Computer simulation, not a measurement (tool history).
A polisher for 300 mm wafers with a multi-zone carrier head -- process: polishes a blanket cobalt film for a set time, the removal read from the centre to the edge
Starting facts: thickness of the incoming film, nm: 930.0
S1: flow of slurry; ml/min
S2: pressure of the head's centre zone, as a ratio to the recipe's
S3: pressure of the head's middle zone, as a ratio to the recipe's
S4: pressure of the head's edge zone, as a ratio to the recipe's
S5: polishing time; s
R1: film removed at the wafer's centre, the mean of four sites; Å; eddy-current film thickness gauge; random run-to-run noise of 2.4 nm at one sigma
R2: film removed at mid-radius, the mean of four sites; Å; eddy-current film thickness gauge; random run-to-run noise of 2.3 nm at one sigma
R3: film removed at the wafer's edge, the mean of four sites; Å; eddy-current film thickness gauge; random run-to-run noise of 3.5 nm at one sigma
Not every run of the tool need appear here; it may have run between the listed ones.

| run | hour | S1 | S2 | S3 | S4 | S5 | R1 | R2 | R3 |
|---|---|---|---|---|---|---|---|---|---|
| 1 | 0.0 | 230 | 1.00 | 1.00 | 1.00 | 47 | 3526.1 | 3539.9 | 3635.8 |
| 2 | 8.5 | 175 | 1.00 | 1.00 | 1.00 | 47 | 3338.5 | 3333.8 | 3546.3 |
| 3 | 15.7 | 175 | 1.00 | 1.00 | 1.00 | 36 | 2572.3 | 2567.3 | 2660.0 |
| 4 | 16.6 | 175 | 1.00 | 1.00 | 0.93 | 36 | 2615.3 | 2575.9 | 2650.4 |
| 5 | 17.6 | 175 | 1.00 | 1.00 | 0.93 | 42 | 3058.7 | 3014.7 | 3098.6 |
| 6 | 20.0 | 175 | 0.92 | 1.00 | 0.93 | 42 | 2815.0 | 3042.6 | 3073.8 |
| 7 | 26.5 | 175 | 0.94 | 1.00 | 0.91 | 41 | 2803.1 | 2919.5 | 3006.6 |
| 8 | 28.0 | 180 | 0.95 | 1.00 | 0.90 | 41 | 2837.1 | 2949.2 | 2991.6 |
| 9 | 29.1 | 180 | 0.96 | 1.00 | 0.89 | 41 | 2895.8 | 2959.1 | 3021.1 |
| 10 | 37.5 | 180 | 0.97 | 1.00 | 0.88 | 41 | 2889.4 | 2983.3 | 3006.1 |

What does the tool deliver on the next run?
| 11 | 41.3 | 180 | 0.98 | 1.00 | 0.87 | 41 | ? | ? | ? |

Run 11 produced R1 2883.8 Å, R2 2935.1 Å, R3 3032.4 Å.
